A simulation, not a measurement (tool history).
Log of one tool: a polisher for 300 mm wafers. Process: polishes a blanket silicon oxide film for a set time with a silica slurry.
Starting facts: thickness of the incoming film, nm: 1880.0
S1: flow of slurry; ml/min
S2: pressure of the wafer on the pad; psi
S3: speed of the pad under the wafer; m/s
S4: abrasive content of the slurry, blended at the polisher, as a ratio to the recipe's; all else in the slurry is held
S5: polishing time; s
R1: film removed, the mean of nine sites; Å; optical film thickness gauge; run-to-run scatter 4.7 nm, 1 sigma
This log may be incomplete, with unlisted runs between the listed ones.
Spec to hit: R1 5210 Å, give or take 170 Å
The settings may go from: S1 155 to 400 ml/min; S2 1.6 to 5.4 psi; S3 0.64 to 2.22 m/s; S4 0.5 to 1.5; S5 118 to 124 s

{"run": 1, "hour": 0.0, "S1": 255, "S2": 3.5, "S3": 1.42, "S4": 1, "S5": 118, "R1": 3136.1}
{"run": 2, "hour": 1.0, "S1": 255, "S2": 3.5, "S3": 1.22, "S4": 1, "S5": 118, "R1": 2804.5}
{"run": 3, "hour": 2.9, "S1": 255, "S2": 3.9, "S3": 1.24, "S4": 1, "S5": 118, "R1": 3150.6}
{"run": 4, "hour": 9.6, "S1": 255, "S2": 3.9, "S3": 1.24, "S4": 1, "S5": 118, "R1": 3159.4}
{"run": 5, "hour": 17.2, "S1": 255, "S2": 3.9, "S3": 1.24, "S4": 0.85, "S5": 118, "R1": 2769.9}
{"run": 6, "hour": 22.3, "S1": 255, "S2": 4.3, "S3": 1.34, "S4": 0.85, "S5": 118, "R1": 3171.7}
{"run": 7, "hour": 25.4, "S1": 255, "S2": 4.3, "S3": 1.34, "S4": 0.85, "S5": 118, "R1": 3169.5}
{"run": 8, "hour": 32.7, "S1": 255, "S2": 4.6, "S3": 1.46, "S4": 0.85, "S5": 118, "R1": 3512}
{"run": 9, "hour": 39.2, "S1": 255, "S2": 4.8, "S3": 1.58, "S4": 0.85, "S5": 118, "R1": 3902.1}
{"run": 10, "hour": 45.3, "S1": 255, "S2": 4.8, "S3": 1.58, "S4": 0.85, "S5": 118, "R1": 3929.9}
{"run": 11, "hour": 49.2, "S1": 260, "S2": 5.4, "S3": 1.8, "S4": 0.85, "S5": 118, "R1": 4740.6}
{"run": 12, "hour": 51.3, "S1": 260, "S2": 5.4, "S3": 1.84, "S4": 0.85, "S5": 118, "R1": 4904.9}
{"run": 13, "hour": 51.9, "S1": 260, "S2": 5.4, "S3": 1.84, "S4": 0.85, "S5": 118, "R1": 4830.6}
{"run": 14, "hour": 56.2, "S1": 260, "S2": 5.4, "S3": 1.88, "S4": 0.85, "S5": 118, "R1": 4943.3}
{"hour": 58.3, "done": "slurry blender recalibrated"}
{"run": 15, "hour": 58.3, "S1": 260, "S2": 5.4, "S3": 1.9, "S4": 0.85, "S5": 118, "R1": 5892.8}
{"run": 16, "hour": 64.5, "S1": 260, "S2": 5.4, "S3": 1.88, "S4": 0.85, "S5": 118, "R1": 5832.4}
{"run": 17, "hour": 67.6, "S1": 260, "S2": 5.4, "S3": 1.86, "S4": 0.85, "S5": 118, "R1": 5954.3}
{"run": 18, "hour": 71.2, "S1": 250, "S2": 5.2, "S3": 1.86, "S4": 0.85, "S5": 118, "R1": 5718.2}
{"run": 19, "hour": 73.2, "S1": 255, "S2": 5.2, "S3": 1.86, "S4": 0.85, "S5": 118, "R1": 5757.2}
{"run": 20, "hour": 80.5, "S1": 265, "S2": 5.2, "S3": 1.86, "S4": 0.85, "S5": 118, "R1": 5768.6}

Exactly one of the 5 candidate moves below puts every result within its allowed miss. Which one?
{"run": "A", "hour": 87.8, "S1": 260, "S2": 5.1, "S3": 1.68, "S4": 0.95, "S5": 123, "R1": "?"}
{"run": "B", "hour": 87.8, "S1": 265, "S2": 5.1, "S3": 1.64, "S4": 0.8, "S5": 118, "R1": "?"}
{"run": "C", "hour": 87.8, "S1": 260, "S2": 5.1, "S3": 1.58, "S4": 0.8, "S5": 121, "R1": "?"}
{"run": "D", "hour": 87.8, "S1": 245, "S2": 5.4, "S3": 1.52, "S4": 0.8, "S5": 118, "R1": "?"}
{"run": "E", "hour": 87.8, "S1": 205, "S2": 5.4, "S3": 1.62, "S4": 0.8, "S5": 123, "R1": "?"}

move=A R1=5994.3
move=B R1=4998.4
move=C R1=4993.9
move=D R1=4984.8
move=E R1=5358.7
A: lands further from the targets than the last run did
B: pushes the last run's worst result past its target
C: pushes the last run's worst result past its target
D: pushes the last run's worst result past its target
E: each result inside its tolerance
Go with E: it meets all targets.
